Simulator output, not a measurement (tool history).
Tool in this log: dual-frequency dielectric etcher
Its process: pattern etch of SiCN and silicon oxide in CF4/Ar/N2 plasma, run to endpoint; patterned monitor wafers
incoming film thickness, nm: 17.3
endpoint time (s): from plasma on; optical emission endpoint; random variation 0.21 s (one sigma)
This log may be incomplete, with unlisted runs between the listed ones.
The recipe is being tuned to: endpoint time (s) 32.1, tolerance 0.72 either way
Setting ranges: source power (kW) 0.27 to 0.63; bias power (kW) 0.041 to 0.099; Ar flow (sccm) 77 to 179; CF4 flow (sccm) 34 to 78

run 1 hour=0 | source_power_(kW)=0.45 bias_power_(kW)=0.07 Ar_flow_(sccm)=128 CF4_flow_(sccm)=56 | endpoint_time_(s)=21.96
run 2 hour=5.7 | source_power_(kW)=0.43 bias_power_(kW)=0.069 Ar_flow_(sccm)=128 CF4_flow_(sccm)=56 | endpoint_time_(s)=22.755
run 3 hour=12.2 | source_power_(kW)=0.43 bias_power_(kW)=0.069 Ar_flow_(sccm)=128 CF4_flow_(sccm)=60 | endpoint_time_(s)=22.376
run 4 hour=16.7 | source_power_(kW)=0.41 bias_power_(kW)=0.068 Ar_flow_(sccm)=129 CF4_flow_(sccm)=60 | endpoint_time_(s)=23.523
run 5 hour=17.8 | source_power_(kW)=0.4 bias_power_(kW)=0.067 Ar_flow_(sccm)=130 CF4_flow_(sccm)=60 | endpoint_time_(s)=24.116
run 6 hour=22.8 | source_power_(kW)=0.39 bias_power_(kW)=0.066 Ar_flow_(sccm)=130 CF4_flow_(sccm)=60 | endpoint_time_(s)=25.087
run 7 hour=26.3 | source_power_(kW)=0.39 bias_power_(kW)=0.066 Ar_flow_(sccm)=130 CF4_flow_(sccm)=60 | endpoint_time_(s)=24.85
-- hour=30.9 Ar flow controller replaced
run 8 hour=30.9 | source_power_(kW)=0.38 bias_power_(kW)=0.066 Ar_flow_(sccm)=130 CF4_flow_(sccm)=60 | endpoint_time_(s)=25.279
run 9 hour=32 | source_power_(kW)=0.37 bias_power_(kW)=0.065 Ar_flow_(sccm)=130 CF4_flow_(sccm)=60 | endpoint_time_(s)=25.764
run 10 hour=37.9 | source_power_(kW)=0.36 bias_power_(kW)=0.064 Ar_flow_(sccm)=130 CF4_flow_(sccm)=60 | endpoint_time_(s)=26.551
run 11 hour=40.2 | source_power_(kW)=0.35 bias_power_(kW)=0.064 Ar_flow_(sccm)=130 CF4_flow_(sccm)=60 | endpoint_time_(s)=27.205
run 12 hour=41.1 | source_power_(kW)=0.34 bias_power_(kW)=0.064 Ar_flow_(sccm)=130 CF4_flow_(sccm)=60 | endpoint_time_(s)=27.953
run 13 hour=49.6 | source_power_(kW)=0.27 bias_power_(kW)=0.063 Ar_flow_(sccm)=130 CF4_flow_(sccm)=60 | endpoint_time_(s)=34.006

Exercise: of the 5 proposed moves below, exactly one satisfies all targets within the stated allowed misses. Which move is it?
run A hour=58.1 | source_power_(kW)=0.31 bias_power_(kW)=0.055 Ar_flow_(sccm)=141 CF4_flow_(sccm)=66 | endpoint_time_(s)=?
run B hour=58.1 | source_power_(kW)=0.3 bias_power_(kW)=0.066 Ar_flow_(sccm)=129 CF4_flow_(sccm)=64 | endpoint_time_(s)=?
run C hour=58.1 | source_power_(kW)=0.28 bias_power_(kW)=0.057 Ar_flow_(sccm)=127 CF4_flow_(sccm)=55 | endpoint_time_(s)=?
run D hour=58.1 | source_power_(kW)=0.28 bias_power_(kW)=0.078 Ar_flow_(sccm)=143 CF4_flow_(sccm)=70 | endpoint_time_(s)=?
run E hour=58.1 | source_power_(kW)=0.29 bias_power_(kW)=0.076 Ar_flow_(sccm)=120 CF4_flow_(sccm)=46 | endpoint_time_(s)=?

move=A endpoint_time_(s)=31.844
move=B endpoint_time_(s)=30.259
move=C endpoint_time_(s)=34.138
move=D endpoint_time_(s)=30.606
move=E endpoint_time_(s)=30.085
A: all results in spec
B: the result that was furthest off in the last run now lies on the other side of its target
C: misses by more than the last run did
D: the result that was furthest off in the last run now lies on the other side of its target
E: the result that was furthest off in the last run now lies on the other side of its target
The move that meets every target is A.
